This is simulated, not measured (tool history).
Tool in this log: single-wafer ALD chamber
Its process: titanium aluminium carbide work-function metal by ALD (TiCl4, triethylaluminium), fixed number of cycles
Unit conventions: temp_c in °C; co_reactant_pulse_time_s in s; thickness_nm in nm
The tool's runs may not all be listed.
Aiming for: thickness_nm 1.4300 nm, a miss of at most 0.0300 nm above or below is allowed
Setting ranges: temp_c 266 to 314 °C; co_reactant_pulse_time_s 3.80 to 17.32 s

run,day,temp_c,co_reactant_pulse_time_s,thickness_nm
1,0.000,290,10.56,1.6443
2,0.146,300,10.56,1.7087
3,0.483,293,9.25,1.6090
4,0.583,284,9.25,1.5445
5,0.775,284,12.13,1.6604
6,0.817,281,11.22,1.6356
7,1.117,279,10.14,1.5825
8,1.221,277,9.25,1.5162
9,1.483,275,8.94,1.4763

Pick the move, out of 5, that brings all results within their allowed miss; only one does.
A,1.746,268,8.85,?
B,1.746,274,10.71,?
C,1.746,273,9.71,?
D,1.746,272,10.43,?
E,1.746,278,9.56,?

move,thickness_nm
A,1.4199
B,1.5581
C,1.5050
D,1.5337
E,1.5278
A: every result within its allowed miss
B: the biggest miss grows against the last run
C: the biggest miss grows against the last run
D: the biggest miss grows against the last run
E: the biggest miss grows against the last run
A is the move that brings every result within its allowed miss.
